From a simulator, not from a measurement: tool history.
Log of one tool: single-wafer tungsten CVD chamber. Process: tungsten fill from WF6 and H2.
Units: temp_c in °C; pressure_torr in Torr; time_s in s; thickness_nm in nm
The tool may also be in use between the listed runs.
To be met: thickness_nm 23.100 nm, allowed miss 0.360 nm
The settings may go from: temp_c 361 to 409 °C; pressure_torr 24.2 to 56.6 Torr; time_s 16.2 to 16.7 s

| run | hour | temp_c | pressure_torr | time_s | thickness_nm |
|---|---|---|---|---|---|
| 1 | 0.0 | 385 | 40.4 | 16.2 | 39.457 |
| 2 | 8.2 | 382 | 39.7 | 16.2 | 36.975 |
| 3 | 10.6 | 382 | 39.7 | 16.2 | 37.058 |
| 4 | 12.2 | 390 | 39.7 | 16.2 | 42.523 |
| 5 | 20.6 | 390 | 32.5 | 16.2 | 37.770 |
|  | 29.1 | capacitance manometer re-zeroed and calibrated |
| 6 | 29.1 | 387 | 32.4 | 16.2 | 36.638 |
| 7 | 30.1 | 384 | 32.0 | 16.2 | 34.606 |
| 8 | 33.9 | 381 | 31.6 | 16.2 | 32.334 |
| 9 | 37.5 | 379 | 31.6 | 16.2 | 31.249 |

4 next moves are on the table. One of them brings every result within its allowed miss. Which?
| A | 41.1 | 364 | 25.8 | 16.2 | ? |
| B | 41.1 | 363 | 31.5 | 16.2 | ? |
| C | 41.1 | 391 | 34.8 | 16.7 | ? |
| D | 41.1 | 381 | 34.2 | 16.5 | ? |

| move | thickness_nm |
|---|---|
| A | 20.775 |
| B | 23.164 |
| C | 42.003 |
| D | 34.512 |
A: takes the result that was furthest off past its target
B: meets every target
C: further off than the last run
D: further off than the last run
The right move is B.

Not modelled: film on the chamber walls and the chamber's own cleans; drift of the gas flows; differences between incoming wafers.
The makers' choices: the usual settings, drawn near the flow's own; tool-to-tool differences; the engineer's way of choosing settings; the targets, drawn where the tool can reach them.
